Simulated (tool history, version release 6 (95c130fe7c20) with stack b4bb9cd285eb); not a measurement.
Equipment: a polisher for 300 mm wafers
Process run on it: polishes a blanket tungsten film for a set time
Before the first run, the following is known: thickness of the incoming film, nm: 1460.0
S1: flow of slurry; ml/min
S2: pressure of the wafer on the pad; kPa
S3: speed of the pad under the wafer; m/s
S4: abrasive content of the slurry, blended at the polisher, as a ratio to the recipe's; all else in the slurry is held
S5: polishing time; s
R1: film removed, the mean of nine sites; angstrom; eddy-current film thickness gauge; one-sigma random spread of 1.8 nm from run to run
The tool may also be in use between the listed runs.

| run | hour | S1 | S2 | S3 | S4 | S5 | R1 |
|---|---|---|---|---|---|---|---|
| 1 | 0 | 140 | 25.5 | 1.14 | 1 | 55 | 3162.7 |
| 2 | 2.2 | 135 | 21.4 | 1.12 | 1 | 55 | 2658.4 |
| 3 | 5.1 | 130 | 18.6 | 1.08 | 1 | 55 | 2222 |
| 4 | 11.7 | 130 | 18.6 | 1.3 | 1 | 55 | 2637.2 |
| 5 | 14.3 | 125 | 16.5 | 1.24 | 1 | 55 | 2239 |
| 6 | 19.1 | 125 | 22.8 | 1.24 | 1 | 55 | 3041.5 |
| 7 | 24.2 | 125 | 19.3 | 1.2 | 1 | 55 | 2512.4 |
| 8 | 30.6 | 125 | 17.2 | 1.18 | 1 | 55 | 2214.5 |
| 9 | 33.7 | 115 | 11.7 | 1.16 | 1 | 55 | 1475.8 |
| 10 | 34.4 | 125 | 11.7 | 1.16 | 1 | 55 | 1540.5 |
| 11 | 38.3 | 130 | 11.7 | 1.16 | 1 | 55 | 1556.2 |

Run 12 comes next. What will it give?
| 12 | 41.8 | 135 | 11.7 | 1.16 | 1 | 55 | ? |

{"run 12": {"R1": 1529.2}}

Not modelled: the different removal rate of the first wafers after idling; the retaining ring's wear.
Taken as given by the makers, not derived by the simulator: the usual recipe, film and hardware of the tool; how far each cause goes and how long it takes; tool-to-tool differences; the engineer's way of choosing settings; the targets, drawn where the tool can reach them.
